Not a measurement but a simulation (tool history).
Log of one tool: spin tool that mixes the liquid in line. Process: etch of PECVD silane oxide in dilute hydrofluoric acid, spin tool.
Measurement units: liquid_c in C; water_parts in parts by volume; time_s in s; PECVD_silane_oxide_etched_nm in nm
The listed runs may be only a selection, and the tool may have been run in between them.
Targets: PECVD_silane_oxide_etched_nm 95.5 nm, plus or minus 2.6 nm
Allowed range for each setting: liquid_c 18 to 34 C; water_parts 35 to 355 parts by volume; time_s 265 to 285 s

| run | hour | liquid_c | water_parts | time_s | PECVD_silane_oxide_etched_nm |
|---|---|---|---|---|---|
| 1 | 0 | 26 | 195 | 265 | 33.819 |
| 2 | 4.5 | 27.5 | 175 | 265 | 40.611 |
| 3 | 9.8 | 27.5 | 175 | 265 | 41.077 |
| 4 | 10.3 | 27.5 | 175 | 265 | 41.696 |
| 5 | 11.5 | 28.5 | 160 | 265 | 47.546 |
| 6 | 19.2 | 25.5 | 160 | 265 | 42.855 |
| 7 | 24.2 | 27 | 145 | 265 | 50.36 |
| 8 | 32 | 28 | 135 | 265 | 57.446 |

Which single option among these 4 for the next run brings every result within its allowed miss of target? Just one does.
| A | 39.8 | 30.5 | 110 | 285 | ? |
| B | 39.8 | 28.5 | 115 | 285 | ? |
| C | 39.8 | 27.5 | 95 | 285 | ? |
| D | 39.8 | 27.5 | 90 | 285 | ? |

| move | PECVD_silane_oxide_etched_nm |
|---|---|
| A | 85.289 |
| B | 75.204 |
| C | 90.017 |
| D | 95.661 |
A: nearer than the last run, and not there yet
B: nearer than the last run, and not there yet
C: nearer than the last run, and not there yet
D: each result inside its tolerance
The move that meets every target is D.
